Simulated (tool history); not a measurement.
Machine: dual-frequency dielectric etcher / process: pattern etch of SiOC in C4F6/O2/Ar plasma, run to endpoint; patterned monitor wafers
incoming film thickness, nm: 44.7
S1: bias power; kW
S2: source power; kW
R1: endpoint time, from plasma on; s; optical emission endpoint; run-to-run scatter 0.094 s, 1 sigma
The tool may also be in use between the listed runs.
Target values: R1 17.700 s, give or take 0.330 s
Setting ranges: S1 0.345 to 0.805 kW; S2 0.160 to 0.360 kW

run	hour	S1	S2	R1
1	0.0	0.575	0.260	15.726
2	8.0	0.653	0.260	15.067
3	16.5	0.653	0.280	14.735
4	21.6	0.653	0.260	15.089
5	25.9	0.730	0.260	14.347
6	29.7	0.782	0.260	14.017
7	32.8	0.706	0.250	14.810
8	36.8	0.649	0.240	15.344
9	45.4	0.601	0.230	16.060
10	48.8	0.570	0.230	16.356
11	51.6	0.545	0.230	16.603
12	60.1	0.445	0.220	18.281
13	64.0	0.445	0.220	18.096
14	67.5	0.451	0.220	18.035

Which one of the following 4 next-run settings gets every result inside its allowed miss? There is exactly one.
A	71.0	0.428	0.210	?
B	71.0	0.467	0.180	?
C	71.0	0.388	0.290	?
D	71.0	0.467	0.200	?

move	R1
A	18.693
B	18.896
C	17.608
D	18.361
A: misses by more than the last run did
B: misses by more than the last run did
C: each result inside its tolerance
D: misses by more than the last run did
Correct choice: C, which meets every target

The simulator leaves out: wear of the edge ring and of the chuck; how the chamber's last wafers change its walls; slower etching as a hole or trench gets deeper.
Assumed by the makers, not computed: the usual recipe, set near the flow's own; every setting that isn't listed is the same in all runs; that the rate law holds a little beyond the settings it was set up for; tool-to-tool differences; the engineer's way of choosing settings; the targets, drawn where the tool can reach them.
